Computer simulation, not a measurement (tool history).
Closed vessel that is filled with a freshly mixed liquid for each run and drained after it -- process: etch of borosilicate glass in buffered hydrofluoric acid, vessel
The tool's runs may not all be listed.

run    day  temperature setpoint of the liquid (K)  parts of 40 % ammonium fluoride to one part of 49 % hydrofluoric acid (parts by volume)  time in the liquid (s)  thickness taken off the borosilicate glass on a monitor wafer (Å)
  1  0.000                                  298.15                                                                                     15.5                      90                                                             782.05
  2  0.238                                  298.15                                                                                     15.5                      90                                                             782.92
  3  0.562                                  299.65                                                                                     15.5                      90                                                             848.80
  4  0.933                                  301.15                                                                                     15.5                      90                                                             914.70
  5  1.146                                  301.15                                                                                     17.0                      90                                                             844.57
  6  1.171                                  298.15                                                                                     17.0                      90                                                             709.98

Predict the results of run 7:
  7  1.196                                  300.15                                                                                     17.0                      90                                                                  ?

thickness taken off the borosilicate glass on a monitor wafer (Å): 798.64

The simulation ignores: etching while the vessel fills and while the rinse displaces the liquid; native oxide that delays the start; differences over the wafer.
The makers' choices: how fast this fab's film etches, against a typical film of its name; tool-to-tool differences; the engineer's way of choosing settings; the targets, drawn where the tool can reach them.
